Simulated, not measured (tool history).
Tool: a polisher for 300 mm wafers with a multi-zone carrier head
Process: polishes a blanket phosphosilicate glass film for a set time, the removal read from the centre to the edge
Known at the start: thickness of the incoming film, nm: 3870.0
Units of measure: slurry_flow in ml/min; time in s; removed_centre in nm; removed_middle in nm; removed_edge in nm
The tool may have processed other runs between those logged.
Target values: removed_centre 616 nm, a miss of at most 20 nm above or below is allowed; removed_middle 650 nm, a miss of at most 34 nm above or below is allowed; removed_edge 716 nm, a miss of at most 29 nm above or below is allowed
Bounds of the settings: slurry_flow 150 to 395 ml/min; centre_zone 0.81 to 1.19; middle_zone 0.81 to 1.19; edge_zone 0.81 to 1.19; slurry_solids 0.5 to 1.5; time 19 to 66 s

run,day,slurry_flow,centre_zone,middle_zone,edge_zone,slurry_solids,time,removed_centre,removed_middle,removed_edge
1,0,250,1,1,1,1,42,578.16,544.35,529.68
2,0.196,250,1,1,1,0.85,42,542.26,499.93,480.89
3,0.421,250,0.97,0.99,1.05,1.05,42,578.41,549.71,545.52
4,0.575,240,0.92,0.97,1.09,1.2,42,573.81,576.69,584.16
5,0.883,245,0.89,0.95,1.12,1.3,43,600.85,600.67,618.51
6,1.204,245,0.89,1.04,1.12,1.3,43,589.58,643.59,609.71
7,1.496,230,0.86,0.99,1.14,1.35,44,595.22,614.61,648.06
8,1.729,225,0.84,0.99,1.15,1.4,45,594.3,659.03,662.51
# day 1.888: centre zone pressure recalibrated
9,1.888,220,0.83,0.96,1.16,1.45,45,550.8,648.06,688.38
10,2.117,240,0.84,0.95,1.17,1.45,45,559.6,661.19,690.73
11,2.446,225,0.86,0.94,1.17,1.45,45,571.35,632.67,687.76
12,2.567,235,0.88,0.93,1.17,1.45,45,577.86,623.1,691.44

Which one of the following 4 next-run settings gets every result inside its allowed miss? There is exactly one.
A,2.688,185,0.93,0.97,1.07,1.3,48,?,?,?
B,2.688,235,0.9,0.84,1.19,1.5,49,?,?,?
C,2.688,200,0.84,0.85,1.19,1.45,51,?,?,?
D,2.688,260,0.91,0.93,1.19,1.5,45,?,?,?

move,removed_centre,removed_middle,removed_edge
A,617.32,652.81,656.97
B,669.01,646.8,754.85
C,625.46,656.54,762.9
D,630.28,654.16,698.84
A: corrects the largest miss of the last run, while another result sits out of spec
B: pushes the last run's worst result past its target
C: corrects the largest miss of the last run, while another result sits out of spec
D: all results land within tolerance of their targets
So the answer is move D, the one that meets all the targets.
